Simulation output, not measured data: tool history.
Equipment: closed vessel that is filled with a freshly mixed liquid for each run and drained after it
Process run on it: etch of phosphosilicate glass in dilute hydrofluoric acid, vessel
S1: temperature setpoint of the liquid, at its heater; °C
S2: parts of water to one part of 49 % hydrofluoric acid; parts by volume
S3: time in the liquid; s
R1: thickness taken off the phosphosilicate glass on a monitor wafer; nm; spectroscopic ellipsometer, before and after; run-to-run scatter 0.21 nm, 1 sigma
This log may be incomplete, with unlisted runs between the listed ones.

run 1 hour=0 | S1=25 S2=270 S3=100 | R1=47.583
run 2 hour=5.8 | S1=25 S2=270 S3=100 | R1=47.559
run 3 hour=11 | S1=25 S2=270 S3=105 | R1=50.077
run 4 hour=11.5 | S1=25 S2=185 S3=105 | R1=79.414
run 5 hour=15.2 | S1=23.5 S2=205 S3=105 | R1=66.547
run 6 hour=16.8 | S1=22 S2=220 S3=105 | R1=57.666
run 7 hour=20.9 | S1=21 S2=230 S3=105 | R1=53.048

Run 8 comes next. What will it give?
run 8 hour=28.6 | S1=20 S2=240 S3=105 | R1=?

{"run 8": {"R1": 48.614}}
